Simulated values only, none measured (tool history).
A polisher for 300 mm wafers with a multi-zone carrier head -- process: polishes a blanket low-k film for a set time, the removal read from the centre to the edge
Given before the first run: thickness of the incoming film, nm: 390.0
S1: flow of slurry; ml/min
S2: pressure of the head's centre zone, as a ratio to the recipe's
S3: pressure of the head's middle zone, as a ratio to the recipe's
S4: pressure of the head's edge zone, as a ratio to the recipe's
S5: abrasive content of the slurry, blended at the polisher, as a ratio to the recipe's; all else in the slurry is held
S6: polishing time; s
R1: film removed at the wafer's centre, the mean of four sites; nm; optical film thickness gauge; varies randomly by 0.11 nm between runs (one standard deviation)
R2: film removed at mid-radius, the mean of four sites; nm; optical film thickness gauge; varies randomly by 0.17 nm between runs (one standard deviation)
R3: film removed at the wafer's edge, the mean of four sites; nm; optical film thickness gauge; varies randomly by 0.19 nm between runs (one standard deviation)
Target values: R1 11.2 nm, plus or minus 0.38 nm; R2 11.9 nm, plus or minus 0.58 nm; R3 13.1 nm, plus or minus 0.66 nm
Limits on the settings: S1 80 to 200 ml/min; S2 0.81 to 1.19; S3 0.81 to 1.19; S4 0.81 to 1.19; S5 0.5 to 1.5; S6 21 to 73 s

{"run": 1, "hour": 0.0, "S1": 130, "S2": 1, "S3": 1, "S4": 1, "S5": 1, "S6": 47, "R1": 20.952, "R2": 21.283, "R3": 21.833}
{"run": 2, "hour": 2.9, "S1": 150, "S2": 1, "S3": 1, "S4": 1, "S5": 1, "S6": 47, "R1": 21.993, "R2": 22.366, "R3": 21.672}
{"run": 3, "hour": 11.7, "S1": 145, "S2": 0.97, "S3": 0.97, "S4": 0.99, "S5": 0.9, "S6": 44, "R1": 18.399, "R2": 18.857, "R3": 18.725}
{"run": 4, "hour": 14.1, "S1": 135, "S2": 0.94, "S3": 0.94, "S4": 0.97, "S5": 0.8, "S6": 44, "R1": 16.052, "R2": 16.468, "R3": 17.044}
{"run": 5, "hour": 19.7, "S1": 135, "S2": 0.94, "S3": 0.91, "S4": 0.97, "S5": 0.8, "S6": 44, "R1": 16.224, "R2": 16.328, "R3": 16.841}
{"run": 6, "hour": 20.7, "S1": 135, "S2": 0.94, "S3": 0.91, "S4": 1.03, "S5": 0.8, "S6": 44, "R1": 16.214, "R2": 16.363, "R3": 17.347}
{"run": 7, "hour": 21.9, "S1": 130, "S2": 0.91, "S3": 0.89, "S4": 1, "S5": 0.75, "S6": 44, "R1": 14.397, "R2": 15.183, "R3": 16.218}
{"run": 8, "hour": 29.3, "S1": 125, "S2": 0.9, "S3": 0.87, "S4": 0.97, "S5": 0.7, "S6": 44, "R1": 13.715, "R2": 14.107, "R3": 14.884}
{"run": 9, "hour": 31.0, "S1": 115, "S2": 0.89, "S3": 0.86, "S4": 0.97, "S5": 0.7, "S6": 44, "R1": 13.288, "R2": 13.335, "R3": 14.718}

Exercise: of the 4 proposed moves below, exactly one satisfies all targets within the stated allowed misses. Which move is it?
{"run": "A", "hour": 32.7, "S1": 90, "S2": 0.99, "S3": 0.87, "S4": 0.91, "S5": 0.6, "S6": 52, "R1": "?", "R2": "?", "R3": "?"}
{"run": "B", "hour": 32.7, "S1": 140, "S2": 0.82, "S3": 0.83, "S4": 0.91, "S5": 0.8, "S6": 35, "R1": "?", "R2": "?", "R3": "?"}
{"run": "C", "hour": 32.7, "S1": 175, "S2": 1.02, "S3": 0.89, "S4": 0.86, "S5": 0.8, "S6": 38, "R1": "?", "R2": "?", "R3": "?"}
{"run": "D", "hour": 32.7, "S1": 130, "S2": 0.89, "S3": 0.82, "S4": 0.99, "S5": 0.8, "S6": 47, "R1": "?", "R2": "?", "R3": "?"}

move=A R1=13.834 R2=12.917 R3=14.011
move=B R1=11.314 R2=12.093 R3=13.145
move=C R1=16.047 R2=14.477 R3=14.327
move=D R1=16.206 R2=15.818 R3=18.146
A: its largest miss is bigger than the last run's
B: meets every target
C: its largest miss is bigger than the last run's
D: its largest miss is bigger than the last run's
Go with B: it meets all targets.

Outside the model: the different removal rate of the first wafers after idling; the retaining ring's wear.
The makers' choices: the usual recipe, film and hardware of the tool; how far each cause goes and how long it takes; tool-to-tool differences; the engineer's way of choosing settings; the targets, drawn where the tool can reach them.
